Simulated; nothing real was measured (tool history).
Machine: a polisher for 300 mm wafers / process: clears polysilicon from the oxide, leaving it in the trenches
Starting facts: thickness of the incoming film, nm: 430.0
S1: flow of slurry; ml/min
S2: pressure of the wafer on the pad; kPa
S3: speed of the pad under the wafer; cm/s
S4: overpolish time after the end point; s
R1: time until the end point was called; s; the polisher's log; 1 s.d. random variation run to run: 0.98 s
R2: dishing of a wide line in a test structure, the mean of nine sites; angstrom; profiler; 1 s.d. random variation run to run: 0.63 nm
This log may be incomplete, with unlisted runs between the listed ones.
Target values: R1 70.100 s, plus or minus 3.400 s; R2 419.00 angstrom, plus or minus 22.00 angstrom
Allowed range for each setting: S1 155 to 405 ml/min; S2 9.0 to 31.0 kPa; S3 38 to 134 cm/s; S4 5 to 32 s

{"run": 1, "hour": 0.0, "S1": 260, "S2": 20.0, "S3": 86, "S4": 16, "R1": 34.131, "R2": 588.66}
{"run": 2, "hour": 4.6, "S1": 235, "S2": 20.0, "S3": 86, "S4": 16, "R1": 33.61, "R2": 584.29}
{"run": 3, "hour": 5.9, "S1": 210, "S2": 16.5, "S3": 80, "S4": 13, "R1": 43.224, "R2": 517.67}
{"run": 4, "hour": 12.9, "S1": 240, "S2": 16.5, "S3": 80, "S4": 13, "R1": 44.071, "R2": 531.87}
{"hour": 15.6, "done": "worn pad replaced by a new one"}
{"run": 5, "hour": 15.6, "S1": 240, "S2": 16.5, "S3": 66, "S4": 13, "R1": 49.036, "R2": 525.37}
{"run": 6, "hour": 23.4, "S1": 215, "S2": 14.5, "S3": 66, "S4": 11, "R1": 55.791, "R2": 454.7}
{"run": 7, "hour": 31.7, "S1": 210, "S2": 13.1, "S3": 66, "S4": 11, "R1": 60.907, "R2": 441.18}
{"run": 8, "hour": 38.7, "S1": 210, "S2": 12.4, "S3": 66, "S4": 11, "R1": 64.667, "R2": 413.85}
{"run": 9, "hour": 40.4, "S1": 220, "S2": 12.4, "S3": 64, "S4": 12, "R1": 65.188, "R2": 427.81}
{"run": 10, "hour": 47.2, "S1": 210, "S2": 11.0, "S3": 64, "S4": 11, "R1": 73.45, "R2": 389.33}
{"run": 11, "hour": 53.5, "S1": 245, "S2": 11.7, "S3": 62, "S4": 14, "R1": 69.349, "R2": 455.54}

Which one of the following 5 next-run settings gets every result inside its allowed miss? There is exactly one.
{"run": "A", "hour": 59.8, "S1": 280, "S2": 12.4, "S3": 58, "S4": 19, "R1": "?", "R2": "?"}
{"run": "B", "hour": 59.8, "S1": 280, "S2": 15.9, "S3": 44, "S4": 12, "R1": "?", "R2": "?"}
{"run": "C", "hour": 59.8, "S1": 280, "S2": 15.2, "S3": 52, "S4": 10, "R1": "?", "R2": "?"}
{"run": "D", "hour": 59.8, "S1": 325, "S2": 13.8, "S3": 50, "S4": 16, "R1": "?", "R2": "?"}
{"run": "E", "hour": 59.8, "S1": 260, "S2": 11.7, "S3": 62, "S4": 15, "R1": "?", "R2": "?"}

move=A R1=69.658 R2=518.35
move=B R1=69.225 R2=425.66
move=C R1=63.005 R2=405.91
move=D R1=70.592 R2=483.04
move=E R1=69.865 R2=471.92
A: lands further from the targets than the last run did
B: all results land within tolerance of their targets
C: brings the result that was furthest off to its target, and leaves another outside
D: lands further from the targets than the last run did
E: lands further from the targets than the last run did
Go with B: it meets all targets.
